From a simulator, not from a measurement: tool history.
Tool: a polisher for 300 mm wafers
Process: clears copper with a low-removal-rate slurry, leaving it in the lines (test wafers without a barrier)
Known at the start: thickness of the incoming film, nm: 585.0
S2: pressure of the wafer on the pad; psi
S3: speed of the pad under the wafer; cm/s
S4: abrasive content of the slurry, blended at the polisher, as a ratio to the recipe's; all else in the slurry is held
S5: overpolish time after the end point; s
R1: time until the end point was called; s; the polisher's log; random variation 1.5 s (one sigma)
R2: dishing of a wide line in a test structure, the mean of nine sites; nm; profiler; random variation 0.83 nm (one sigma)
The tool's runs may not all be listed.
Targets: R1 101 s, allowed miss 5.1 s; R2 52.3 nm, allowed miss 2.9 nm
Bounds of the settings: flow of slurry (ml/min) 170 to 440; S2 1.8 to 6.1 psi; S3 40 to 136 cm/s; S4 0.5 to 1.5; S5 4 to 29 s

run 1 hour=0 | flow_of_slurry_(ml/min)=280 S2=3.9 S3=88 S4=1 S5=15 | R1=195.42 R2=34.192
run 2 hour=4.5 | flow_of_slurry_(ml/min)=280 S2=3.9 S3=88 S4=1 S5=20 | R1=206.69 R2=45.638
run 3 hour=11.4 | flow_of_slurry_(ml/min)=280 S2=3.9 S3=104 S4=1 S5=20 | R1=169.29 R2=52.557
run 4 hour=12.7 | flow_of_slurry_(ml/min)=280 S2=4.3 S3=106 S4=1 S5=18 | R1=150.3 R2=53.51
run 5 hour=16.7 | flow_of_slurry_(ml/min)=280 S2=4.7 S3=106 S4=1 S5=18 | R1=137.16 R2=55.809
run 6 hour=25.2 | flow_of_slurry_(ml/min)=280 S2=5 S3=106 S4=1 S5=17 | R1=133.05 R2=55.388
run 7 hour=34 | flow_of_slurry_(ml/min)=280 S2=5.3 S3=108 S4=1 S5=16 | R1=124.53 R2=55.642
run 8 hour=38.8 | flow_of_slurry_(ml/min)=280 S2=5.5 S3=110 S4=1 S5=15 | R1=115.22 R2=56.504
run 9 hour=41.6 | flow_of_slurry_(ml/min)=280 S2=5.7 S3=110 S4=1 S5=14 | R1=111.67 R2=55.256
run 10 hour=49.3 | flow_of_slurry_(ml/min)=280 S2=5.8 S3=110 S4=1 S5=13 | R1=109.2 R2=52.446

5 next moves are on the table. One of them brings every result within its allowed miss. Which?
run A hour=57 | flow_of_slurry_(ml/min)=240 S2=6.1 S3=126 S4=1.1 S5=11 | R1=? R2=?
run B hour=57 | flow_of_slurry_(ml/min)=205 S2=6.1 S3=136 S4=0.6 S5=12 | R1=? R2=?
run C hour=57 | flow_of_slurry_(ml/min)=335 S2=5.4 S3=114 S4=1.05 S5=13 | R1=? R2=?
run D hour=57 | flow_of_slurry_(ml/min)=305 S2=5.6 S3=122 S4=1.1 S5=14 | R1=? R2=?
run E hour=57 | flow_of_slurry_(ml/min)=270 S2=5.6 S3=108 S4=0.9 S5=14 | R1=? R2=?

move=A R1=91.226 R2=53.523
move=B R1=102.15 R2=52.318
move=C R1=110.74 R2=52.056
move=D R1=99.707 R2=60.805
move=E R1=119.77 R2=51.934
A: takes the result that was furthest off past its target
B: meets every target
C: further off than the last run
D: brings the result that was furthest off to its target, and leaves another outside
E: further off than the last run
Answer: B
